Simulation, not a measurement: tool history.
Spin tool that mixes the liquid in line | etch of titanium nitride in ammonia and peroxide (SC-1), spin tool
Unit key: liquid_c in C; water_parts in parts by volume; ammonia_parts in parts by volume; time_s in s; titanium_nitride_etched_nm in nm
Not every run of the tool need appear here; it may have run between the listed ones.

run 1 hour=0 | liquid_c=50 water_parts=17 ammonia_parts=0.4 time_s=275 | titanium_nitride_etched_nm=11.713
run 2 hour=6.8 | liquid_c=50 water_parts=14.5 ammonia_parts=0.4 time_s=275 | titanium_nitride_etched_nm=12.788
run 3 hour=12.3 | liquid_c=53.5 water_parts=14.5 ammonia_parts=0.4 time_s=275 | titanium_nitride_etched_nm=16.335
run 4 hour=14.8 | liquid_c=53.5 water_parts=14.5 ammonia_parts=0.4 time_s=275 | titanium_nitride_etched_nm=16.223
run 5 hour=19.1 | liquid_c=53.5 water_parts=14.5 ammonia_parts=0.55 time_s=275 | titanium_nitride_etched_nm=17.291
-- hour=27.1 new drum of ammonia solution connected
run 6 hour=27.1 | liquid_c=58.5 water_parts=14.5 ammonia_parts=0.55 time_s=275 | titanium_nitride_etched_nm=24.643

Run 7 has not been measured yet. What should we expect?
run 7 hour=35.2 | liquid_c=59.5 water_parts=14.5 ammonia_parts=0.55 time_s=275 | titanium_nitride_etched_nm=?

Run 7 yielded titanium_nitride_etched_nm 26.393 nm.
